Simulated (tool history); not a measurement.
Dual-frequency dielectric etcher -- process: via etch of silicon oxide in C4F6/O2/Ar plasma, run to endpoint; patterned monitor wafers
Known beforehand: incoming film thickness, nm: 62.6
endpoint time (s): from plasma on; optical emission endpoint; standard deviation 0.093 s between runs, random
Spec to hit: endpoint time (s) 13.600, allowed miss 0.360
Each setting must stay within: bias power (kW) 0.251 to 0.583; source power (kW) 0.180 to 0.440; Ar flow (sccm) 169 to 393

run,day,bias power (kW),source power (kW),Ar flow (sccm),endpoint time (s)
1,0.000,0.417,0.310,281,15.433
2,0.196,0.417,0.280,281,15.933
3,0.450,0.417,0.240,281,16.886
4,0.567,0.417,0.240,302,16.834
5,0.775,0.417,0.210,302,17.773
6,0.808,0.417,0.190,302,18.457
7,1.167,0.436,0.200,301,17.809
8,1.267,0.452,0.210,299,17.467
9,1.329,0.464,0.230,297,16.880
10,1.462,0.474,0.250,295,15.952
11,1.525,0.485,0.260,294,15.614
12,1.667,0.495,0.270,293,15.596
13,2.008,0.503,0.280,291,15.226
14,2.354,0.510,0.290,290,14.860
15,2.588,0.517,0.290,289,14.791

Next run, 4 choices. One meets every target within its allowed miss, the rest don't. Which?
A,2.821,0.582,0.320,277,?
B,2.821,0.561,0.290,270,?
C,2.821,0.583,0.370,265,?
D,2.821,0.537,0.300,287,?

move,endpoint time (s)
A,13.672
B,14.279
C,12.945
D,14.438
A: in spec on every target
B: nearer than the last run, and not there yet
C: takes the result that was furthest off past its target
D: nearer than the last run, and not there yet
The move that meets every target is A.

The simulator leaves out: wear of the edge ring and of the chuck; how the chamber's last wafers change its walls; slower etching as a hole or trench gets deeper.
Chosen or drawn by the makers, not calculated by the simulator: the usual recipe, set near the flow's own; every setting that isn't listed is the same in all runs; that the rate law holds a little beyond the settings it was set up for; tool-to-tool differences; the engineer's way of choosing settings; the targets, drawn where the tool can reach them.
